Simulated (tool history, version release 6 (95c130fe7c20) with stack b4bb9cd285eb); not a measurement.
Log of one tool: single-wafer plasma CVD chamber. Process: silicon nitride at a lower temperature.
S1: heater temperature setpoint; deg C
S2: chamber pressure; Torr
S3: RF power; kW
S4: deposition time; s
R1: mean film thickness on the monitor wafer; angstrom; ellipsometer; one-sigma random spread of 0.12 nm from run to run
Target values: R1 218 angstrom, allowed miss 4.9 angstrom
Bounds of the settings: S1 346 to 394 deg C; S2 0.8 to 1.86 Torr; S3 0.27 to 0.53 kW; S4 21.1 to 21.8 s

run	hour	S1	S2	S3	S4	R1
1	0	370	1.33	0.4	21.1	263.01
2	3.6	370	1.25	0.39	21.1	252.52
3	7.2	375	1.25	0.39	21.1	252
4	12.2	375	1.18	0.385	21.1	242.77
5	18.9	375	1.18	0.44	21.1	266.45
6	21.8	375	1.11	0.43	21.1	257.14
7	30.8	375	1.05	0.42	21.1	246.29
8	35.8	375	1.01	0.415	21.1	236.82
9	43.5	375	0.98	0.415	21.1	235.14
10	48.2	375	0.95	0.415	21.1	231.85
11	51.6	375	0.93	0.415	21.1	226.15
12	53.9	375	0.92	0.415	21.1	228.44

Next run, 5 choices. One meets every target within its allowed miss, the rest don't. Which?
A	56.2	384	1.03	0.395	21.1	?
B	56.2	375	0.82	0.4	21.1	?
C	56.2	374	1.04	0.39	21.8	?
D	56.2	361	0.95	0.38	21.1	?
E	56.2	368	0.89	0.37	21.1	?

move	R1
A	230.78
B	205.94
C	238.36
D	217.62
E	205.77
A: its largest miss is bigger than the last run's
B: takes the result that was furthest off past its target
C: its largest miss is bigger than the last run's
D: all results in spec
E: takes the result that was furthest off past its target
Move D is the one to make.

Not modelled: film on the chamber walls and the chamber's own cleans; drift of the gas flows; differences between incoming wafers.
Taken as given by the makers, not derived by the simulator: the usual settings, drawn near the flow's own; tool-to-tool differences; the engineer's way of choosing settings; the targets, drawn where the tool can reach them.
